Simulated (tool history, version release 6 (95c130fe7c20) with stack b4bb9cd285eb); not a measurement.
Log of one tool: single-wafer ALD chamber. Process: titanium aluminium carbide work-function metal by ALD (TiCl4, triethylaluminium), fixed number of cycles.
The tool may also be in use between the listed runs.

run    day  heater temperature setpoint (K)  triethylaluminium pulse time (s)  mean film thickness on the monitor wafer (angstrom)
  1  0.000                           563.15                              9.77                                               20.464
  2  0.362                           563.15                             11.45                                               21.122
  3  0.425                           563.15                             13.97                                               21.380
  4  0.679                           556.15                             13.97                                               20.829
  5  0.917                           556.15                             15.02                                               20.881
  6  0.988                           554.15                             14.60                                               20.520
  7  1.033                           542.15                             12.22                                               19.451
  8  1.092                           542.15                             11.81                                               19.171
  9  1.425                           542.15                             11.66                                               19.400

For run 10, what comes out?
 10  1.688                           542.15                             11.26                                                    ?

{"run 10": {"mean film thickness on the monitor wafer (angstrom)": 19.341}}

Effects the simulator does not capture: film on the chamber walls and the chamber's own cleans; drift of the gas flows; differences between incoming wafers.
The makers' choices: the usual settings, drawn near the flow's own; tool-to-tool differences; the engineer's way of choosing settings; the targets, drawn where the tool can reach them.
